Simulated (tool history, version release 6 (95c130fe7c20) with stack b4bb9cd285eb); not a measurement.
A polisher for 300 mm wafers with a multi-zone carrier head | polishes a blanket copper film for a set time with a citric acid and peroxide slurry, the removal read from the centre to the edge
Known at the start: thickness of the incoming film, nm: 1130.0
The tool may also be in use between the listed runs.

run  hour  flow of slurry (ml/min)  pressure of the head's centre zone  pressure of the head's middle zone  pressure of the head's edge zone  abrasive content of the slurry  polishing time (s)  film removed at the wafer's centre (Å)  film removed at mid-radius (Å)  film removed at the wafer's edge (Å)
  1     0                      245                                   1                                   1                                 1                               1                  34                                  675.37                           649.6                                671.92
  2   7.2                      245                                   1                                1.04                                 1                               1                  34                                  664.06                          676.49                                682.72
  3   8.8                      245                                   1                                1.11                                 1                               1                  34                                  664.65                           711.7                                663.17
  4   9.8                      245                                0.96                                1.11                                 1                               1                  34                                  636.63                           719.3                                668.62
  5  11.3                      245                                0.96                                1.11                                 1                               1                  28                                  514.37                          583.77                                 554.3
  6  18.2                      245                                0.96                                1.11                              0.96                               1                  28                                  516.18                          585.39                                536.91
  7  20.9                      240                                0.96                                1.06                              0.95                             0.9                  26                                  466.95                          507.13                                 480.6
  8  25.4                      230                                0.95                                1.01                              0.96                             0.8                  25                                  425.68                          451.37                                452.96
  9  28.5                      225                                0.95                                0.97                              0.96                            0.75                  24                                  393.28                           404.6                                418.87
 10  37.3                      215                                0.95                                0.94                              0.96                             0.7                  24                                     388                          386.39                                412.03
 11  43.1                      210                                0.95                                0.92                              0.96                            0.65                  24                                  372.74                           369.1                                405.37
 12  44.7                      205                                0.95                                 0.9                              0.95                            0.65                  24                                  377.53                          365.82                                399.61
 13  51.9                      200                                0.95                                0.88                              0.95                             0.6                  24                                  354.63                          347.39                                387.81
 14  57.3                      195                                0.96                                0.87                              0.95                             0.6                  24                                  363.37                          336.57                                391.03
 15  58.3                      190                                0.96                                0.86                              0.94                             0.6                  24                                  367.95                           338.6                                384.81
 16  62.8                      185                                0.96                                0.85                              0.94                             0.6                  24                                   375.3                          323.33                                 383.1

The next listed run, before its measurement:
 17    65                      180                                0.95                                0.85                              0.94                             0.6                  24                                       ?                               ?                                     ?

{"run 17": {"film removed at the wafer's centre (Å)": 355.49, "film removed at mid-radius (Å)": 329.51, "film removed at the wafer's edge (Å)": 387.48}}
